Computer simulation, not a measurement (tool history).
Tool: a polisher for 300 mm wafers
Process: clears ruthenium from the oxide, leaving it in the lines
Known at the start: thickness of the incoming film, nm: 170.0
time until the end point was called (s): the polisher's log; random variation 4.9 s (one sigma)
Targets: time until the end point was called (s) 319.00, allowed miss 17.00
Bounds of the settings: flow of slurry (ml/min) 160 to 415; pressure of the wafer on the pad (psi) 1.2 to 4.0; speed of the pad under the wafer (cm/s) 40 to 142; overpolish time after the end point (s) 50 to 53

run,hour,flow of slurry (ml/min),pressure of the wafer on the pad (psi),speed of the pad under the wafer (cm/s),overpolish time after the end point (s),time until the end point was called (s)
1,0.0,265,2.6,90,50,155.67
2,2.8,210,2.6,90,50,161.60
3,5.2,210,2.6,74,50,192.69
4,12.4,210,2.2,72,50,225.99
5,16.8,210,2.2,90,50,180.48
6,18.7,210,2.2,68,50,239.53
7,19.2,210,2.0,68,50,257.84
8,25.8,210,1.8,68,50,277.50

4 next moves are on the table. One of them brings every result within its allowed miss. Which?
A,32.4,170,1.7,74,50,?
B,32.4,205,2.0,74,50,?
C,32.4,160,2.5,46,50,?
D,32.4,225,1.5,86,53,?

move,time until the end point was called (s)
A,266.08
B,233.44
C,325.00
D,240.20
A: further off than the last run
B: further off than the last run
C: meets every target
D: further off than the last run
The right move is C.
